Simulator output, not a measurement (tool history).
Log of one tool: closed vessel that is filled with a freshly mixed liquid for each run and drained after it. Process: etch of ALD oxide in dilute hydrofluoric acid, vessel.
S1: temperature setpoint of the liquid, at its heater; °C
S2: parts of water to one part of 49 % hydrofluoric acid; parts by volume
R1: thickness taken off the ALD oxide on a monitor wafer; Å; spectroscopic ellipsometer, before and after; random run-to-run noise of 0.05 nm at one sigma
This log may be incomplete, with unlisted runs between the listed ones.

Run 1, hour 0.0: S1 20.0 °C, S2 175 parts by volume, time in the liquid (s) 100. Result: R1 119.88 Å.
Run 2, hour 6.5: S1 22.5 °C, S2 175 parts by volume, time in the liquid (s) 100. Result: R1 132.85 Å.
Run 3, hour 8.8: S1 22.5 °C, S2 135 parts by volume, time in the liquid (s) 100. Result: R1 179.77 Å.
Run 4, hour 10.9: S1 22.5 °C, S2 135 parts by volume, time in the liquid (s) 100. Result: R1 180.71 Å.
Run 5, hour 12.9: S1 21.5 °C, S2 140 parts by volume, time in the liquid (s) 100. Result: R1 165.84 Å.
Run 6, hour 21.8: S1 20.5 °C, S2 145 parts by volume, time in the liquid (s) 100. Result: R1 152.58 Å.
Run 7, hour 29.3: S1 20.0 °C, S2 150 parts by volume, time in the liquid (s) 100. Result: R1 143.59 Å.

Forecast run 8:
Run 8, hour 37.2: S1 17.0 °C, S2 180 parts by volume, time in the liquid (s) 100. Result: R1 ?.

{"run 8": {"R1": 102.73}}
